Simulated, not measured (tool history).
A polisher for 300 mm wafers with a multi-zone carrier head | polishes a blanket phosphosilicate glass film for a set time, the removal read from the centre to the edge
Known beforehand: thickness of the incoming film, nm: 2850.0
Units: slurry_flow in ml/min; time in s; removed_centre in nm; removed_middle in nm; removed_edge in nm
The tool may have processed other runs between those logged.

{"run": 1, "hour": 0.0, "slurry_flow": 180, "centre_zone": 1.0, "middle_zone": 1.0, "edge_zone": 1.0, "slurry_solids": 1.0, "time": 55, "removed_centre": 671.36, "removed_middle": 752.62, "removed_edge": 756.05}
{"run": 2, "hour": 5.4, "slurry_flow": 180, "centre_zone": 0.94, "middle_zone": 1.0, "edge_zone": 1.0, "slurry_solids": 1.0, "time": 55, "removed_centre": 621.75, "removed_middle": 754.62, "removed_edge": 727.72}
{"run": 3, "hour": 6.9, "slurry_flow": 180, "centre_zone": 0.94, "middle_zone": 1.0, "edge_zone": 0.96, "slurry_solids": 1.0, "time": 55, "removed_centre": 622.01, "removed_middle": 746.83, "removed_edge": 715.63}
{"run": 4, "hour": 11.7, "slurry_flow": 180, "centre_zone": 0.9, "middle_zone": 1.0, "edge_zone": 0.96, "slurry_solids": 1.0, "time": 55, "removed_centre": 605.33, "removed_middle": 759.2, "removed_edge": 738.11}
{"run": 5, "hour": 17.6, "slurry_flow": 180, "centre_zone": 0.95, "middle_zone": 1.0, "edge_zone": 0.96, "slurry_solids": 1.0, "time": 55, "removed_centre": 620.96, "removed_middle": 750.48, "removed_edge": 733.21}
{"run": 6, "hour": 24.5, "slurry_flow": 180, "centre_zone": 0.95, "middle_zone": 1.0, "edge_zone": 0.89, "slurry_solids": 1.0, "time": 55, "removed_centre": 628.69, "removed_middle": 755.44, "removed_edge": 702.93}
{"run": 7, "hour": 33.1, "slurry_flow": 180, "centre_zone": 0.96, "middle_zone": 1.0, "edge_zone": 0.88, "slurry_solids": 0.95, "time": 51, "removed_centre": 560.9, "removed_middle": 672.37, "removed_edge": 637.05}
{"run": 8, "hour": 36.7, "slurry_flow": 180, "centre_zone": 0.99, "middle_zone": 1.02, "edge_zone": 0.87, "slurry_solids": 0.9, "time": 47, "removed_centre": 514.33, "removed_middle": 609.41, "removed_edge": 556.36}
{"hour": 42.3, "done": "centre zone pressure recalibrated"}
{"run": 9, "hour": 42.3, "slurry_flow": 180, "centre_zone": 1.0, "middle_zone": 1.02, "edge_zone": 0.86, "slurry_solids": 0.85, "time": 45, "removed_centre": 536.7, "removed_middle": 556.47, "removed_edge": 529.22}
{"run": 10, "hour": 46.0, "slurry_flow": 175, "centre_zone": 0.98, "middle_zone": 1.03, "edge_zone": 0.85, "slurry_solids": 0.8, "time": 43, "removed_centre": 484.41, "removed_middle": 515.74, "removed_edge": 484.43}
{"run": 11, "hour": 48.5, "slurry_flow": 170, "centre_zone": 0.96, "middle_zone": 1.04, "edge_zone": 0.84, "slurry_solids": 0.75, "time": 41, "removed_centre": 428.79, "removed_middle": 465.14, "removed_edge": 425.95}
{"run": 12, "hour": 51.5, "slurry_flow": 130, "centre_zone": 0.9, "middle_zone": 1.01, "edge_zone": 0.81, "slurry_solids": 0.5, "time": 37, "removed_centre": 225.66, "removed_middle": 263.46, "removed_edge": 241.74}
{"run": 13, "hour": 56.2, "slurry_flow": 140, "centre_zone": 0.9, "middle_zone": 1.01, "edge_zone": 0.81, "slurry_solids": 0.5, "time": 37, "removed_centre": 227.46, "removed_middle": 263.63, "removed_edge": 242.03}
{"run": 14, "hour": 58.5, "slurry_flow": 190, "centre_zone": 1.0, "middle_zone": 1.11, "edge_zone": 0.91, "slurry_solids": 0.75, "time": 37, "removed_centre": 400.46, "removed_middle": 450.87, "removed_edge": 397.48}
{"run": 15, "hour": 65.2, "slurry_flow": 180, "centre_zone": 1.0, "middle_zone": 1.1, "edge_zone": 0.9, "slurry_solids": 0.75, "time": 37, "removed_centre": 395.37, "removed_middle": 441.31, "removed_edge": 404.91}

The next listed run, before its measurement:
{"run": 16, "hour": 66.6, "slurry_flow": 175, "centre_zone": 0.99, "middle_zone": 1.09, "edge_zone": 0.89, "slurry_solids": 0.75, "time": 37, "removed_centre": "?", "removed_middle": "?", "removed_edge": "?"}

removed_centre: 398.97 nm
removed_middle: 435.13 nm
removed_edge: 394.10 nm

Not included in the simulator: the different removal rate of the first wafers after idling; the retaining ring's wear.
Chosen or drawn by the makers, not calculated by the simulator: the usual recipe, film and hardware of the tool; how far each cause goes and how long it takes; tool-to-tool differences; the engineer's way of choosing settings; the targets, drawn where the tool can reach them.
